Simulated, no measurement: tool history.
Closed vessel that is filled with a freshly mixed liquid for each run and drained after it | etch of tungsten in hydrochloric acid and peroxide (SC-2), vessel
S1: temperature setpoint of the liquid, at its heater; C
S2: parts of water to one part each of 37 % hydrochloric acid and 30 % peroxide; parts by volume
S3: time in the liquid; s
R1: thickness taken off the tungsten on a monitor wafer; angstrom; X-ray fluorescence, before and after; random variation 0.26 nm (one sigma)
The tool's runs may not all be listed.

run,day,S1,S2,S3,R1
1,0.000,54.0,5.5,90,408.47
2,0.296,54.0,5.5,90,410.14
3,0.525,55.5,5.5,90,452.31
4,0.850,59.0,5.5,90,563.05
5,1.138,63.5,5.5,90,748.63
6,1.192,63.5,5.5,90,754.37
7,1.462,62.0,5.5,90,681.74
8,1.579,61.0,5.5,90,640.55
9,1.704,60.0,5.5,90,599.31

Forecast run 10:
10,1.821,60.0,5.5,90,?

{"run 10": {"R1": 604.84}}
